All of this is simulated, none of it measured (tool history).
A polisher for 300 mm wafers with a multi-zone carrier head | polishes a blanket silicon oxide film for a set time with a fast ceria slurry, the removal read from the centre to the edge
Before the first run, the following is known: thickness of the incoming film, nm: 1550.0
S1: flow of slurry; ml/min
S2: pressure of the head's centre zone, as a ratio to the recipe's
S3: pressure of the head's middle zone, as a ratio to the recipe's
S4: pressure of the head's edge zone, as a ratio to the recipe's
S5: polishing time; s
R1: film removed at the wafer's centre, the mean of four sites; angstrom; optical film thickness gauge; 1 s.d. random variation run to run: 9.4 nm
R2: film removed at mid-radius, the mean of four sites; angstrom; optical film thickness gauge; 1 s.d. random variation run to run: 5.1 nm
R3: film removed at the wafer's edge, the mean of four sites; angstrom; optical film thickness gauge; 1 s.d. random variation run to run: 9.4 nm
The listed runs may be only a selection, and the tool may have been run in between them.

run,hour,S1,S2,S3,S4,S5,R1,R2,R3
1,0,210,1,1,1,61,5777.4,5962.7,5704.6
2,1.6,210,1,0.93,1,61,6043.8,5635.4,5714.7
3,7.9,215,1.02,0.92,1.03,62,6060.4,5662.9,5652.7
4,10.7,215,1.02,0.89,1.03,62,5984.9,5602.1,5749.6
5,17.7,200,1.03,0.88,1.02,64,6163.6,5561.7,6001.9
6,21.9,225,1.03,0.88,1.02,64,6234,5685,6065.4
7,27.1,230,1.06,0.88,1.01,65,6810.8,5740.7,6005.6
8,29.6,230,1.06,0.87,1.01,66,6691,5873.8,6103.3
# hour 35.6: edge zone pressure recalibrated
9,35.6,225,1.07,0.86,1.01,67,6926.1,5878.9,6422.3

What does the tool deliver on the next run?
10,39.4,225,1.08,0.86,1.01,67,?,?,?

Run 10 yielded R1 7022.7 angstrom, R2 5874.1 angstrom, R3 6509.5 angstrom.
